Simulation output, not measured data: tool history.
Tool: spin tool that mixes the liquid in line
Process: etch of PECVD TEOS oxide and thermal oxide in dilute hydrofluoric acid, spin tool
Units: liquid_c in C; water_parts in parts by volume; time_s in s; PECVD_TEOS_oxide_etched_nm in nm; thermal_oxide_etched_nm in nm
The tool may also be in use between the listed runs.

run,day,liquid_c,water_parts,time_s,PECVD_TEOS_oxide_etched_nm,thermal_oxide_etched_nm
1,0,21,90,180,23.501,9.0724
2,0.171,20.5,100,180,20.511,7.833
3,0.5,20,110,180,18.052,6.8645
4,0.638,19.5,120,180,15.912,6.1469
5,0.879,19.5,120,135,12.122,4.5773
6,1.092,22.5,120,135,13.469,5.1231
7,1.325,22.5,120,135,13.618,5.1405
8,1.675,21.5,120,135,13.12,4.994

The next listed run, before its measurement:
9,1.858,20.5,120,135,?,?

PECVD_TEOS_oxide_etched_nm: 12.63 nm
thermal_oxide_etched_nm: 4.7715 nm

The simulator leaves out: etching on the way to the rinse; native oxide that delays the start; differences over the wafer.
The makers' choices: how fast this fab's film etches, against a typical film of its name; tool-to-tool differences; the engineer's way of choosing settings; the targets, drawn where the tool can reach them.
